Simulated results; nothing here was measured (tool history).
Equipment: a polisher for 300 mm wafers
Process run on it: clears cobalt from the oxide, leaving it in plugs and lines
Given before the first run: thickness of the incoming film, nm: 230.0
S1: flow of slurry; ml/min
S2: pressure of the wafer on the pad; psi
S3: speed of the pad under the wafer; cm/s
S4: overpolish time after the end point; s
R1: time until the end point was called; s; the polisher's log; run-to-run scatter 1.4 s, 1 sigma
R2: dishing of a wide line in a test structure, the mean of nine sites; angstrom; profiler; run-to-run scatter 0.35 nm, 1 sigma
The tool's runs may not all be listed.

Run 1, hour 0.0: S1 255 ml/min, S2 1.5 psi, S3 84 cm/s, S4 21 s. Result: R1 69.593 s, R2 520.42 angstrom.
Run 2, hour 1.2: S1 255 ml/min, S2 1.5 psi, S3 84 cm/s, S4 25 s. Result: R1 68.010 s, R2 574.16 angstrom.
Run 3, hour 7.0: S1 255 ml/min, S2 1.7 psi, S3 84 cm/s, S4 25 s. Result: R1 61.142 s, R2 608.22 angstrom.
Run 4, hour 9.3: S1 255 ml/min, S2 1.7 psi, S3 84 cm/s, S4 19 s. Result: R1 60.541 s, R2 509.93 angstrom.
Run 5, hour 10.4: S1 255 ml/min, S2 1.7 psi, S3 84 cm/s, S4 13 s. Result: R1 60.873 s, R2 390.06 angstrom.
Run 6, hour 19.1: S1 205 ml/min, S2 1.7 psi, S3 84 cm/s, S4 13 s. Result: R1 62.326 s, R2 393.61 angstrom.
Run 7, hour 26.0: S1 205 ml/min, S2 1.4 psi, S3 84 cm/s, S4 14 s. Result: R1 74.013 s, R2 363.21 angstrom.
Run 8, hour 28.7: S1 205 ml/min, S2 1.2 psi, S3 84 cm/s, S4 16 s. Result: R1 83.834 s, R2 357.23 angstrom.
Run 9, hour 34.7: S1 205 ml/min, S2 1.1 psi, S3 84 cm/s, S4 18 s. Result: R1 91.956 s, R2 367.30 angstrom.
Run 10, hour 38.0: S1 200 ml/min, S2 1.0 psi, S3 84 cm/s, S4 19 s. Result: R1 102.660 s, R2 354.69 angstrom.
Run 11, hour 44.2: S1 195 ml/min, S2 1.0 psi, S3 84 cm/s, S4 20 s. Result: R1 103.710 s, R2 378.35 angstrom.
Run 12, hour 48.3: S1 190 ml/min, S2 1.0 psi, S3 84 cm/s, S4 20 s. Result: R1 102.330 s, R2 371.03 angstrom.
Run 13, hour 51.6: S1 185 ml/min, S2 1.0 psi, S3 84 cm/s, S4 20 s. Result: R1 103.390 s, R2 370.02 angstrom.
Run 14, hour 56.0: S1 180 ml/min, S2 1.0 psi, S3 84 cm/s, S4 20 s. Result: R1 103.820 s, R2 365.57 angstrom.
Run 15, hour 64.3: S1 175 ml/min, S2 1.0 psi, S3 84 cm/s, S4 20 s. Result: R1 103.680 s, R2 370.84 angstrom.

The next listed run, before its measurement:
Run 16, hour 70.5: S1 170 ml/min, S2 0.9 psi, S3 84 cm/s, S4 20 s. Result: R1 ?, R2 ?.

{"run 16": {"R1": 113.8, "R2": 343.88}}
